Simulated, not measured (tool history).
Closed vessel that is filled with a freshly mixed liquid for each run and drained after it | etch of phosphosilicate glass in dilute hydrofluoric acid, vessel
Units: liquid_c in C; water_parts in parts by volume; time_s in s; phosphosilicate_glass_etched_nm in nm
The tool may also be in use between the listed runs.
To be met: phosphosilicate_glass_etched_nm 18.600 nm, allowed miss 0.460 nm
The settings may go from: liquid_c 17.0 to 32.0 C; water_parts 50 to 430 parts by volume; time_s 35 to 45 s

run	hour	liquid_c	water_parts	time_s	phosphosilicate_glass_etched_nm
1	0.0	24.0	240	45	11.335
2	1.2	26.0	230	45	12.756
3	5.7	27.5	220	45	14.295
4	12.2	28.5	215	45	15.078
5	20.1	28.5	215	45	15.258
6	28.7	28.5	130	45	28.000
7	37.0	25.5	135	45	23.941
8	40.7	25.5	135	45	23.867
9	46.7	23.5	135	45	22.298
10	50.4	22.0	135	45	20.855
11	52.2	21.0	135	45	19.885
12	55.0	20.5	135	45	19.703
13	63.6	20.0	135	45	19.144

Which of these 4 next moves meets every target?
A	72.2	17.5	135	45	?
B	72.2	18.5	120	40	?
C	72.2	20.5	150	45	?
D	72.2	17.0	120	45	?

move	phosphosilicate_glass_etched_nm
A	17.399
B	18.410
C	17.405
D	19.464
A: takes the result that was furthest off past its target
B: meets every target
C: takes the result that was furthest off past its target
D: further off than the last run
Answer: B
